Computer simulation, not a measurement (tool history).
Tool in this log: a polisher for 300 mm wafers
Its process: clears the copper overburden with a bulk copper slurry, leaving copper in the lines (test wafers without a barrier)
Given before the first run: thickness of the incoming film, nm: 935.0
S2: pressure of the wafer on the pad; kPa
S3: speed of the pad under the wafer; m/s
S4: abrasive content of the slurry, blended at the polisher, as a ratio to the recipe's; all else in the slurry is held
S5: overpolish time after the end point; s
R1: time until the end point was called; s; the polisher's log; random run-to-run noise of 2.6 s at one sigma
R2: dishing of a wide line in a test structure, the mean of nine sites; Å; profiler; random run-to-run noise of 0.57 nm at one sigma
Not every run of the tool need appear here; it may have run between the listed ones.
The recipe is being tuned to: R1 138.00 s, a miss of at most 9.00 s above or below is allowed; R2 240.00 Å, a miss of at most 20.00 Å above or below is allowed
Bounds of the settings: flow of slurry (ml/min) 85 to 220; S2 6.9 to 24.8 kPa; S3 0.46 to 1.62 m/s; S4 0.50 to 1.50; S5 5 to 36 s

{"run": 1, "hour": 0.0, "flow of slurry (ml/min)": 140, "S2": 15.9, "S3": 1.04, "S4": 1.0, "S5": 18, "R1": 116.17, "R2": 611.32}
{"run": 2, "hour": 1.3, "flow of slurry (ml/min)": 140, "S2": 13.8, "S3": 1.1, "S4": 1.0, "S5": 15, "R1": 119.82, "R2": 570.02}
{"run": 3, "hour": 7.0, "flow of slurry (ml/min)": 140, "S2": 13.8, "S3": 1.1, "S4": 0.8, "S5": 15, "R1": 121.7, "R2": 539.98}
{"run": 4, "hour": 11.8, "flow of slurry (ml/min)": 150, "S2": 12.4, "S3": 1.12, "S4": 0.75, "S5": 13, "R1": 130.68, "R2": 496.05}
{"run": 5, "hour": 12.8, "flow of slurry (ml/min)": 185, "S2": 12.4, "S3": 1.12, "S4": 0.75, "S5": 13, "R1": 127.66, "R2": 492.36}
{"run": 6, "hour": 20.4, "flow of slurry (ml/min)": 195, "S2": 11.0, "S3": 1.16, "S4": 0.7, "S5": 11, "R1": 135.89, "R2": 428.79}
{"run": 7, "hour": 27.6, "flow of slurry (ml/min)": 200, "S2": 10.3, "S3": 1.2, "S4": 0.65, "S5": 10, "R1": 132.45, "R2": 397.37}
{"run": 8, "hour": 30.3, "flow of slurry (ml/min)": 205, "S2": 9.7, "S3": 1.22, "S4": 0.6, "S5": 9, "R1": 136.52, "R2": 371.55}
{"run": 9, "hour": 34.0, "flow of slurry (ml/min)": 210, "S2": 9.0, "S3": 1.24, "S4": 0.6, "S5": 8, "R1": 146.31, "R2": 317.01}

Next run, 4 choices. One meets every target within its allowed miss, the rest don't. Which?
{"run": "A", "hour": 37.7, "flow of slurry (ml/min)": 220, "S2": 7.6, "S3": 1.42, "S4": 0.65, "S5": 5, "R1": "?", "R2": "?"}
{"run": "B", "hour": 37.7, "flow of slurry (ml/min)": 205, "S2": 7.6, "S3": 1.18, "S4": 0.65, "S5": 11, "R1": "?", "R2": "?"}
{"run": "C", "hour": 37.7, "flow of slurry (ml/min)": 185, "S2": 11.7, "S3": 1.18, "S4": 0.5, "S5": 13, "R1": "?", "R2": "?"}
{"run": "D", "hour": 37.7, "flow of slurry (ml/min)": 220, "S2": 11.0, "S3": 1.06, "S4": 0.6, "S5": 12, "R1": "?", "R2": "?"}

move=A R1=135.28 R2=240.81
move=B R1=163.53 R2=377.63
move=C R1=136.75 R2=480.44
move=D R1=147.22 R2=435.77
A: all results land within tolerance of their targets
B: lands further from the targets than the last run did
C: lands further from the targets than the last run did
D: lands further from the targets than the last run did
A meets every target.

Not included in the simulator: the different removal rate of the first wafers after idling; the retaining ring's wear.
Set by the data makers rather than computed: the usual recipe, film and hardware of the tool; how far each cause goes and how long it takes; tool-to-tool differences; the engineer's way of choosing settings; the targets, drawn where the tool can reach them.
